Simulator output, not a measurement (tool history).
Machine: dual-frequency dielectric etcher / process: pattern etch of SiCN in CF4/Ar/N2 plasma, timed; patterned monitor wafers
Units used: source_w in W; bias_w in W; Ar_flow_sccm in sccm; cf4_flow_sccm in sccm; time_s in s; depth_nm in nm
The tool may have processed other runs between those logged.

run  hour  source_w  bias_w  Ar_flow_sccm  cf4_flow_sccm  time_s  depth_nm
  1   0.0       350      82            82             47    88.5    57.795
  2   7.0       350      82            82             43    88.5    56.321
  3   7.9       350      82            82             38    88.5    54.953
  4   8.6       350      94            82             38    88.5    59.895
  5  13.5       350      84            82             38    88.5    56.125
  6  21.3       340      84            82             38    88.5    53.771
  7  26.9       330      84            82             38    88.5    52.254
  8  35.7       320      84            82             38    88.5    50.890
  9  39.9       310      84            82             38    88.5    48.543
 10  47.9       300      84            82             38    88.5    47.655
 11  54.9       290      84            82             38    88.5    46.146

Run 12 comes next. What will it give?
 12  60.9       270      84            82             38    88.5         ?

depth_nm: 42.366 nm
